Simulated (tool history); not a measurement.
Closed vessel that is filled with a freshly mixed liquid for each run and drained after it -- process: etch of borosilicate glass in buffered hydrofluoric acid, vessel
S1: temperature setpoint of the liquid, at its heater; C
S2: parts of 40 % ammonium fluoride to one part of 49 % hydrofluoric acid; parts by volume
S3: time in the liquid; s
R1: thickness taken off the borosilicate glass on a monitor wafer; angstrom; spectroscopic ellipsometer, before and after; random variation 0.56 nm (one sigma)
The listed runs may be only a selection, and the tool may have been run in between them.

Run 1, hour 0.0: S1 21.0 C, S2 8.0 parts by volume, S3 85 s. Result: R1 1093.40 angstrom.
Run 2, hour 4.5: S1 21.0 C, S2 8.0 parts by volume, S3 85 s. Result: R1 1071.30 angstrom.
Run 3, hour 13.2: S1 23.5 C, S2 8.0 parts by volume, S3 85 s. Result: R1 1264.60 angstrom.
Run 4, hour 19.2: S1 21.5 C, S2 8.0 parts by volume, S3 85 s. Result: R1 1108.90 angstrom.
At hour 19.8: thermometer replaced.
Run 5, hour 19.8: S1 21.5 C, S2 9.5 parts by volume, S3 85 s. Result: R1 1022.70 angstrom.
Run 6, hour 27.8: S1 20.0 C, S2 9.5 parts by volume, S3 85 s. Result: R1 945.29 angstrom.
Run 7, hour 28.4: S1 19.0 C, S2 9.5 parts by volume, S3 85 s. Result: R1 904.74 angstrom.

Expected results for the next run?
Run 8, hour 33.0: S1 18.5 C, S2 10.0 parts by volume, S3 85 s. Result: R1 ?.

Run 8 came out at R1 832.93 angstrom.

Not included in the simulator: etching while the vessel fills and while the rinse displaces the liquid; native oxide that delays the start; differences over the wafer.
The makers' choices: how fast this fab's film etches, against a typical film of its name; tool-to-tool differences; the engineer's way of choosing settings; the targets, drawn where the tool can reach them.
